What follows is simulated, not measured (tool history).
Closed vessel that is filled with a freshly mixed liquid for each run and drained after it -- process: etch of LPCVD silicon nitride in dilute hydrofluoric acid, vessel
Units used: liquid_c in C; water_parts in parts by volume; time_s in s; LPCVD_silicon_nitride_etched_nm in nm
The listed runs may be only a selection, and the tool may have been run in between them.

run	day	liquid_c	water_parts	time_s	LPCVD_silicon_nitride_etched_nm
1	0	24	205	2565	5.8535
2	0.408	25	205	2565	6.1915
3	0.8	25	205	2565	6.2504
4	1.117	25.5	205	2565	6.5297
5	1.412	26	205	2565	6.7341
6	1.508	26.5	205	2565	6.8641
7	1.85	27	205	2565	7.0587

Forecast run 8:
8	1.946	27.5	205	2565	?

{"run 8": {"LPCVD_silicon_nitride_etched_nm": 7.288}}
